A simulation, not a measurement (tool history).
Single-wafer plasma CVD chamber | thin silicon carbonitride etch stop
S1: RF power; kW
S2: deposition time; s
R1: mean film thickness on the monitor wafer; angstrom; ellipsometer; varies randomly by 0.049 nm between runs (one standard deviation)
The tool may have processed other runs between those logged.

run  hour     S1    S2      R1
  1     0  0.215  27.1  143.72
  2   4.1  0.215  25.6  134.16
  3   5.2  0.215  29.5  156.26
  4   5.7  0.205  27.8  143.79
  5   7.4  0.205  30.5   159.2
  6  10.4   0.18  30.5  154.69
  7  13.1  0.175  28.6  141.89
  8  14.7   0.17  27.3  137.08

Forecast run 9:
  9    17  0.145  23   ?

Run 9 came out at R1 110.27 angstrom.
